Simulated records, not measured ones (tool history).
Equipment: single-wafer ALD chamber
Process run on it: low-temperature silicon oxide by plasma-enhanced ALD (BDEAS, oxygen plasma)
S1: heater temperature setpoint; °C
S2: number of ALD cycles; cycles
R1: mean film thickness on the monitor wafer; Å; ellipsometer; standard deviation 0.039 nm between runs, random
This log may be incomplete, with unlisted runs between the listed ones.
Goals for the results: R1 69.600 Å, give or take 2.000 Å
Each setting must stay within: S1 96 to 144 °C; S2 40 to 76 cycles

run  hour   S1  S2      R1
  1   0.0  120  58  83.789
  2   3.2  121  55  79.167
  3   7.6  129  55  77.588
  4  16.4  130  53  75.122
  5  22.4  124  53  75.471
  6  25.3  124  45  64.513
  7  28.2  124  46  66.080
  8  36.0  124  47  66.943
  9  38.1  124  47  67.385

5 candidate next runs follow, results not yet known. Just one meets every target within its allowed miss. Identify it.
  A  40.2  109  52   ?
  B  40.2  118  45   ?
  C  40.2  117  48   ?
  D  40.2  131  46   ?
  E  40.2  128  52   ?

move      R1
   A  75.818
   B  64.656
   C  69.079
   D  64.681
   E  73.486
A: the result that was furthest off in the last run now lies on the other side of its target
B: the biggest miss grows against the last run
C: all results land within tolerance of their targets
D: the biggest miss grows against the last run
E: the result that was furthest off in the last run now lies on the other side of its target
Answer: C
